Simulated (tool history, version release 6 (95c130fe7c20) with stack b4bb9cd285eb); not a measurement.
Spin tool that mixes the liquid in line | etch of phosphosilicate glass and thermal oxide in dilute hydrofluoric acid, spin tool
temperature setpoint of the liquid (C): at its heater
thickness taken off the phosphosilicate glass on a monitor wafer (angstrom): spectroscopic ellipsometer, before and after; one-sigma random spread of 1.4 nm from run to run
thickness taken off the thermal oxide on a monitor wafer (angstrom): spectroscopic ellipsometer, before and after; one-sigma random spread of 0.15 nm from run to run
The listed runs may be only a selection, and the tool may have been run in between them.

run,day,temperature setpoint of the liquid (C),parts of water to one part of 49 % hydrofluoric acid (parts by volume),time under the liquid (s),thickness taken off the phosphosilicate glass on a monitor wafer (angstrom),thickness taken off the thermal oxide on a monitor wafer (angstrom)
1,0.000,25.0,215,30,254.03,6.1973
2,0.088,25.0,265,30,191.97,5.0888
3,0.329,27.5,195,35,360.98,9.0810
4,0.521,27.5,195,50,516.59,13.4200
5,0.808,27.5,195,60,627.52,15.8780
6,1.088,29.5,150,60,900.86,24.7390
7,1.350,29.5,150,60,899.44,23.1760
8,1.479,30.5,120,60,1233.20,32.5980
9,1.642,31.5,110,60,1422.20,34.7470
10,1.871,32.0,105,60,1510.30,39.5470
11,2.079,32.0,85,60,1918.40,50.1330
12,2.329,31.0,85,60,1868.50,51.2600
13,2.454,31.5,90,60,1775.00,43.4510
14,2.729,31.0,90,60,1744.20,46.7520
15,3.092,32.0,105,60,1513.10,37.1930

Expected results for the next run?
16,3.246,32.0,100,60,?,?

thickness taken off the phosphosilicate glass on a monitor wafer (angstrom): 1589.30
thickness taken off the thermal oxide on a monitor wafer (angstrom): 40.5080
